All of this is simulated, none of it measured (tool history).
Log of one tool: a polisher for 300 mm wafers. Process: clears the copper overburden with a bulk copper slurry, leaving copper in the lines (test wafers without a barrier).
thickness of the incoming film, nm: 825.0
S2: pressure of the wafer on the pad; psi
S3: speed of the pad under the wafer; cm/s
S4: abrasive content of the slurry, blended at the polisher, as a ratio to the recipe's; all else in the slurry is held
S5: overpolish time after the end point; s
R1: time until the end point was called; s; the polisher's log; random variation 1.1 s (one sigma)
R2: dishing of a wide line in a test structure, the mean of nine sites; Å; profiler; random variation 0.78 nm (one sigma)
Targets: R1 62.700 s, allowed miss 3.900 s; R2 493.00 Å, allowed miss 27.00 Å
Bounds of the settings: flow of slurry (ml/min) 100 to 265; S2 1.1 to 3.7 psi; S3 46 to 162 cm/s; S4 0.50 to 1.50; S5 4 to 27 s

Run 1, day 0.000: flow of slurry (ml/min) 170, S2 2.4 psi, S3 104 cm/s, S4 1.00, S5 14 s. Result: R1 95.303 s, R2 788.63 Å.
Run 2, day 0.142: flow of slurry (ml/min) 170, S2 2.4 psi, S3 104 cm/s, S4 1.00, S5 19 s. Result: R1 93.113 s, R2 976.66 Å.
Run 3, day 0.179: flow of slurry (ml/min) 170, S2 2.0 psi, S3 104 cm/s, S4 1.00, S5 19 s. Result: R1 112.040 s, R2 818.65 Å.
Run 4, day 0.471: flow of slurry (ml/min) 170, S2 2.0 psi, S3 104 cm/s, S4 0.90, S5 19 s. Result: R1 113.720 s, R2 811.08 Å.
Run 5, day 0.688: flow of slurry (ml/min) 170, S2 2.2 psi, S3 104 cm/s, S4 0.90, S5 19 s. Result: R1 107.920 s, R2 887.95 Å.
Run 6, day 0.779: flow of slurry (ml/min) 175, S2 2.0 psi, S3 120 cm/s, S4 1.05, S5 15 s. Result: R1 98.730 s, R2 766.21 Å.
Run 7, day 1.000: flow of slurry (ml/min) 200, S2 1.9 psi, S3 132 cm/s, S4 1.20, S5 12 s. Result: R1 89.206 s, R2 709.49 Å.
Run 8, day 1.246: flow of slurry (ml/min) 220, S2 1.8 psi, S3 140 cm/s, S4 1.30, S5 10 s. Result: R1 87.865 s, R2 636.95 Å.
Run 9, day 1.292: flow of slurry (ml/min) 235, S2 1.8 psi, S3 146 cm/s, S4 1.35, S5 8 s. Result: R1 82.667 s, R2 550.12 Å.
Run 10, day 1.504: flow of slurry (ml/min) 245, S2 1.9 psi, S3 148 cm/s, S4 1.35, S5 7 s. Result: R1 76.313 s, R2 534.75 Å.
Run 11, day 1.829: flow of slurry (ml/min) 245, S2 2.0 psi, S3 148 cm/s, S4 1.35, S5 6 s. Result: R1 73.232 s, R2 486.59 Å.
Run 12, day 2.079: flow of slurry (ml/min) 245, S2 2.1 psi, S3 148 cm/s, S4 1.35, S5 6 s. Result: R1 68.719 s, R2 508.84 Å.
Run 13, day 2.150: flow of slurry (ml/min) 245, S2 2.3 psi, S3 150 cm/s, S4 1.35, S5 4 s. Result: R1 62.145 s, R2 390.04 Å.
Run 14, day 2.433: flow of slurry (ml/min) 250, S2 2.0 psi, S3 160 cm/s, S4 1.40, S5 6 s. Result: R1 66.478 s, R2 515.82 Å.
Run 15, day 2.800: flow of slurry (ml/min) 250, S2 2.1 psi, S3 158 cm/s, S4 1.40, S5 6 s. Result: R1 64.215 s, R2 544.70 Å.
Run 16, day 2.858: flow of slurry (ml/min) 250, S2 2.1 psi, S3 156 cm/s, S4 1.40, S5 6 s. Result: R1 65.913 s, R2 544.23 Å.
Run 17, day 3.125: flow of slurry (ml/min) 255, S2 2.0 psi, S3 162 cm/s, S4 1.50, S5 4 s. Result: R1 64.846 s, R2 392.92 Å.
Run 18, day 3.171: flow of slurry (ml/min) 255, S2 2.0 psi, S3 162 cm/s, S4 1.45, S5 4 s. Result: R1 66.835 s, R2 372.84 Å.
Run 19, day 3.454: flow of slurry (ml/min) 255, S2 2.1 psi, S3 158 cm/s, S4 1.45, S5 4 s. Result: R1 62.607 s, R2 397.09 Å.

Which of these 5 next moves meets every target?
Run A, day 3.738: flow of slurry (ml/min) 250, S2 2.0 psi, S3 158 cm/s, S4 1.35, S5 5 s. Result: R1 ?, R2 ?.
Run B, day 3.738: flow of slurry (ml/min) 255, S2 2.2 psi, S3 158 cm/s, S4 1.35, S5 5 s. Result: R1 ?, R2 ?.
Run C, day 3.738: flow of slurry (ml/min) 220, S2 2.1 psi, S3 162 cm/s, S4 1.50, S5 6 s. Result: R1 ?, R2 ?.
Run D, day 3.738: flow of slurry (ml/min) 245, S2 2.5 psi, S3 124 cm/s, S4 1.35, S5 4 s. Result: R1 ?, R2 ?.
Run E, day 3.738: flow of slurry (ml/min) 260, S2 2.1 psi, S3 150 cm/s, S4 1.50, S5 4 s. Result: R1 ?, R2 ?.

move      R1      R2
   A  69.918  451.14
   B  63.632  491.38
   C  64.772  558.48
   D  71.555  371.12
   E  68.513  381.42
A: nearer than the last run, and not there yet
B: meets every target
C: takes the result that was furthest off past its target
D: further off than the last run
E: further off than the last run
The right move is B.
